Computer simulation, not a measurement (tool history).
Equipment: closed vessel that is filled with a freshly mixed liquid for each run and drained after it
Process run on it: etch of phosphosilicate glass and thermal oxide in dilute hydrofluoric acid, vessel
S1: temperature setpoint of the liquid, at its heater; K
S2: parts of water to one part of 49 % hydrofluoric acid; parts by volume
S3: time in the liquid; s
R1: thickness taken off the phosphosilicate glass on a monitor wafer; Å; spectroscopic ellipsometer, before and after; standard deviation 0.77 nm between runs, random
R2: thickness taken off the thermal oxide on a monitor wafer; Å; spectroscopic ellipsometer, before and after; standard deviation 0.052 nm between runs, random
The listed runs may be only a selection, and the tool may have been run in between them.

run,day,S1,S2,S3,R1,R2
1,0,297.15,95,60,426.76,27.591
2,0.196,297.15,95,45,320.14,20.445
3,0.558,297.15,95,60,431.09,26.628
4,0.667,299.15,95,60,459.03,29.527
5,0.875,300.15,85,60,548.33,34.309
6,1.133,300.15,85,80,736.23,46.092
7,1.212,300.65,85,80,739.72,47.025
8,1.383,301.15,85,80,762.04,47.778

Run 9 is up next; what results do you expect?
9,1.733,301.65,85,80,?,?

Run 9 measured R1 751.85 Å, R2 50.183 Å.
